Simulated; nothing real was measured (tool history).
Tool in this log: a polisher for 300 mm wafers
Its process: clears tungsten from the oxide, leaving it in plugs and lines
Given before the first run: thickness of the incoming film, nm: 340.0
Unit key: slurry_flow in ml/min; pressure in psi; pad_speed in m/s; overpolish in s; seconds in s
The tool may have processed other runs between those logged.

run 1 day=0.000 | slurry_flow=245 pressure=4.6 pad_speed=1.32 slurry_solids=1.0 overpolish=7 | seconds=39.829
run 2 day=0.100 | slurry_flow=245 pressure=5.0 pad_speed=1.32 slurry_solids=1.0 overpolish=7 | seconds=36.765
run 3 day=0.462 | slurry_flow=245 pressure=4.5 pad_speed=1.32 slurry_solids=1.0 overpolish=7 | seconds=39.443
run 4 day=0.642 | slurry_flow=285 pressure=4.5 pad_speed=1.32 slurry_solids=1.0 overpolish=7 | seconds=38.244
run 5 day=0.962 | slurry_flow=285 pressure=4.5 pad_speed=1.14 slurry_solids=1.0 overpolish=7 | seconds=45.203
run 6 day=1.292 | slurry_flow=285 pressure=4.5 pad_speed=0.90 slurry_solids=1.0 overpolish=7 | seconds=56.702
run 7 day=1.446 | slurry_flow=295 pressure=5.4 pad_speed=0.92 slurry_solids=1.0 overpolish=7 | seconds=48.557
run 8 day=1.721 | slurry_flow=300 pressure=6.0 pad_speed=1.00 slurry_solids=1.0 overpolish=7 | seconds=41.472
run 9 day=1.892 | slurry_flow=300 pressure=6.4 pad_speed=1.06 slurry_solids=1.0 overpolish=7 | seconds=36.683
run 10 day=2.046 | slurry_flow=300 pressure=6.7 pad_speed=1.08 slurry_solids=1.0 overpolish=7 | seconds=34.740
run 11 day=2.121 | slurry_flow=300 pressure=6.9 pad_speed=1.10 slurry_solids=1.0 overpolish=7 | seconds=33.733
run 12 day=2.425 | slurry_flow=300 pressure=7.0 pad_speed=1.12 slurry_solids=1.0 overpolish=7 | seconds=33.420

What does the tool deliver on the next run?
run 13 day=2.796 | slurry_flow=300 pressure=7.0 pad_speed=1.12 slurry_solids=1.0 overpolish=7 | seconds=?

Run 13 yielded seconds 33.260 s.

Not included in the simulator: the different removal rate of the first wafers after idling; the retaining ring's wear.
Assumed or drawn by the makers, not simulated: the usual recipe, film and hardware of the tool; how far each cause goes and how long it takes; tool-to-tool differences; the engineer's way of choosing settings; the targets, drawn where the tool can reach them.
